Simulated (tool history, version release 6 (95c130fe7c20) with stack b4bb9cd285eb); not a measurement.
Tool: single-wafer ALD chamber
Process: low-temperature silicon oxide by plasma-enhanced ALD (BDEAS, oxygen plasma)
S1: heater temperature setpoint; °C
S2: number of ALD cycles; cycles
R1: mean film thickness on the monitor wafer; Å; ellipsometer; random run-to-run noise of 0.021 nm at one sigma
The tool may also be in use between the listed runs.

{"run": 1, "hour": 0.0, "S1": 95, "S2": 50, "R1": 73.187}
{"run": 2, "hour": 4.3, "S1": 95, "S2": 44, "R1": 63.556}
{"run": 3, "hour": 10.0, "S1": 95, "S2": 51, "R1": 74.08}
{"run": 4, "hour": 14.2, "S1": 98, "S2": 49, "R1": 70.819}
{"run": 5, "hour": 21.6, "S1": 88, "S2": 49, "R1": 72.743}
{"run": 6, "hour": 24.1, "S1": 91, "S2": 47, "R1": 68.853}
{"run": 7, "hour": 27.9, "S1": 94, "S2": 45, "R1": 65.468}
{"run": 8, "hour": 34.5, "S1": 96, "S2": 44, "R1": 63.555}

For run 9, what comes out?
{"run": 9, "hour": 43.4, "S1": 98, "S2": 43, "R1": "?"}

R1: 62.37 Å
